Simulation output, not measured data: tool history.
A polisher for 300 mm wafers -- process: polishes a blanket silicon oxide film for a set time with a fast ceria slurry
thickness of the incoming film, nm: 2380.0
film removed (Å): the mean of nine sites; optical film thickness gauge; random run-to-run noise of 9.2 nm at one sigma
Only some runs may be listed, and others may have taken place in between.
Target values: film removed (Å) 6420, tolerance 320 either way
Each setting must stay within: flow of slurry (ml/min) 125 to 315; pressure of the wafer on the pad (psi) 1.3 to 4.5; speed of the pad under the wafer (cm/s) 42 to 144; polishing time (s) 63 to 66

run	hour	flow of slurry (ml/min)	pressure of the wafer on the pad (psi)	speed of the pad under the wafer (cm/s)	polishing time (s)	film removed (Å)
1	0	205	2.9	92	63	9433.2
2	4.5	205	2.6	92	63	8525.4
3	12.8	205	2.6	92	66	8904.2
4	14.8	205	2.4	92	66	8219.2
5	22.6	205	2.4	92	63	8017.6
# hour 26.3: head pressure recalibrated
6	26.3	205	2.4	108	63	8654.7
7	33.5	205	2.2	108	63	8204.8
8	36.4	205	2.2	108	63	8338.4
9	37.4	205	2	108	63	7786.6
10	38.9	205	2	108	63	7669.6
11	41.9	205	1.9	108	63	7464.1
12	42.6	205	1.8	108	63	7206.8
13	51.5	205	1.7	108	63	6810

Of the 5 settings listed for the next run, only one would bring every result within its allowed miss of target. Which one?
A	60.4	150	1.3	104	64	?
B	60.4	205	1.6	100	65	?
C	60.4	265	1.4	124	63	?
D	60.4	170	1.8	108	63	?
E	60.4	210	2	110	63	?

move	film removed (Å)
A	5544.4
B	6315.6
C	7164.1
D	6944.7
E	7732.4
A: takes the result that was furthest off past its target
B: all results land within tolerance of their targets
C: the biggest miss grows against the last run
D: the biggest miss grows against the last run
E: the biggest miss grows against the last run
The right move is B.

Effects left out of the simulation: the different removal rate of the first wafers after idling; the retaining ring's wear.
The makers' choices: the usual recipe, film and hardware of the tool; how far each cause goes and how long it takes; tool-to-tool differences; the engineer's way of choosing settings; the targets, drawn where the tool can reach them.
